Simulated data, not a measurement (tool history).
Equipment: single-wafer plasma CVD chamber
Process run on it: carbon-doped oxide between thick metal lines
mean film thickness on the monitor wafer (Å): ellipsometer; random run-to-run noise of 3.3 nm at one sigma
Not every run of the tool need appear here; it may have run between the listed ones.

run	hour	heater temperature setpoint (deg C)	chamber pressure (Torr)	RF power (kW)	deposition time (s)	mean film thickness on the monitor wafer (Å)
1	0.0	365	4.68	0.600	186	10206.0
2	4.4	367	4.52	0.600	186	10086.0
3	10.4	367	4.52	0.600	177	9601.3
4	14.6	367	4.51	0.600	177	9665.4
5	15.5	367	4.91	0.600	177	9855.5
6	23.8	367	5.67	0.600	177	10028.0

Expected results for the next run?
7	25.3	369	5.58	0.600	177	?

Run 7 came out at mean film thickness on the monitor wafer (Å) 9955.7.
